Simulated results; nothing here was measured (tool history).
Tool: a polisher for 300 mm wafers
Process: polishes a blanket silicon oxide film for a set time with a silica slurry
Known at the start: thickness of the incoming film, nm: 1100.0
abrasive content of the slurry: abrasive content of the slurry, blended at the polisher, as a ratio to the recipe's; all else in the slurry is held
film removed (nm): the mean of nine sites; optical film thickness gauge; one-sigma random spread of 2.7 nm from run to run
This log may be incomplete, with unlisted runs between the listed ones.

run  hour  flow of slurry (ml/min)  pressure of the wafer on the pad (psi)  speed of the pad under the wafer (cm/s)  abrasive content of the slurry  polishing time (s)  film removed (nm)
  1   0.0                      125                                     4.6                                      128                             1.0                 114             411.44
  2   8.7                      125                                     4.6                                      156                             1.0                 114             475.92
  3  17.3                      125                                     4.6                                      156                             1.0                 120             515.61
  4  25.1                      125                                     4.6                                      156                             1.0                 114             479.97
  5  30.8                      120                                     4.0                                      156                             1.0                 114             423.34
  6  38.9                      115                                     3.5                                      154                             1.0                 114             374.10

Estimate the outcome of run 7 from the log above:
  7  41.6                      110                                     3.2                                      154                             1.0                 114                  ?

film removed (nm): 338.04
